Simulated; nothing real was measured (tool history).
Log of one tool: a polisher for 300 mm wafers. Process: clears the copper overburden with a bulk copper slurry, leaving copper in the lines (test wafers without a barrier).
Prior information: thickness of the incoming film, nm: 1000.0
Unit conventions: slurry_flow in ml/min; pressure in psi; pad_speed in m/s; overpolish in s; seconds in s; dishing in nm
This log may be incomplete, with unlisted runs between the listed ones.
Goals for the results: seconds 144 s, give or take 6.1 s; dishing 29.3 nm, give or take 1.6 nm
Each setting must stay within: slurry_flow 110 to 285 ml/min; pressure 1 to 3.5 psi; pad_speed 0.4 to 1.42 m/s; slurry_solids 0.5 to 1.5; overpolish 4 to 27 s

| run | day | slurry_flow | pressure | pad_speed | slurry_solids | overpolish | seconds | dishing |
|---|---|---|---|---|---|---|---|---|
| 1 | 0 | 180 | 2.2 | 0.9 | 1 | 14 | 141.79 | 46.655 |
| 2 | 0.233 | 180 | 2.2 | 0.9 | 1 | 17 | 142.53 | 51.148 |
| 3 | 0.283 | 185 | 2 | 0.94 | 1 | 13 | 148.58 | 42.192 |
| 4 | 0.329 | 190 | 1.9 | 0.96 | 1 | 10 | 151.47 | 35.096 |
| 5 | 0.488 | 190 | 2.2 | 0.96 | 1 | 10 | 132.6 | 38.756 |
| 6 | 0.612 | 190 | 2.2 | 0.76 | 1 | 10 | 161.8 | 33.902 |
| 7 | 0.679 | 195 | 2.3 | 0.76 | 1 | 9 | 154.74 | 33.348 |
| 8 | 0.808 | 205 | 2.5 | 0.78 | 1 | 4 | 139.49 | 18.766 |
| 9 | 1.117 | 195 | 2.4 | 0.8 | 1 | 5 | 143.6 | 21.846 |
| 10 | 1.196 | 195 | 2.4 | 0.82 | 1 | 6 | 140.13 | 26.405 |
| 11 | 1.279 | 185 | 2.4 | 0.82 | 1 | 6 | 144.57 | 26.227 |
| 12 | 1.542 | 180 | 2.4 | 0.82 | 1 | 6 | 142.84 | 26.288 |
| 13 | 1.579 | 170 | 2.4 | 0.82 | 1 | 6 | 142.2 | 25.846 |
| 14 | 1.712 | 165 | 2.4 | 0.82 | 1 | 6 | 139.53 | 25.817 |

Consider the 4 candidate settings below. Which is the only one whose results all fall within their allowed miss of target?
| A | 1.846 | 205 | 2.8 | 0.76 | 1 | 6 | ? | ? |
| B | 1.846 | 135 | 2.4 | 0.84 | 1.1 | 7 | ? | ? |
| C | 1.846 | 165 | 2.6 | 0.86 | 1 | 5 | ? | ? |
| D | 1.846 | 170 | 2.6 | 0.84 | 0.95 | 5 | ? | ? |

| move | seconds | dishing |
|---|---|---|
| A | 126.04 | 29.742 |
| B | 142.29 | 30.21 |
| C | 125.95 | 25.606 |
| D | 129 | 25.11 |
A: the worst result of the last run now meets its target, but another is out of spec
B: all results land within tolerance of their targets
C: further off than the last run
D: further off than the last run
Go with B: it meets all targets.

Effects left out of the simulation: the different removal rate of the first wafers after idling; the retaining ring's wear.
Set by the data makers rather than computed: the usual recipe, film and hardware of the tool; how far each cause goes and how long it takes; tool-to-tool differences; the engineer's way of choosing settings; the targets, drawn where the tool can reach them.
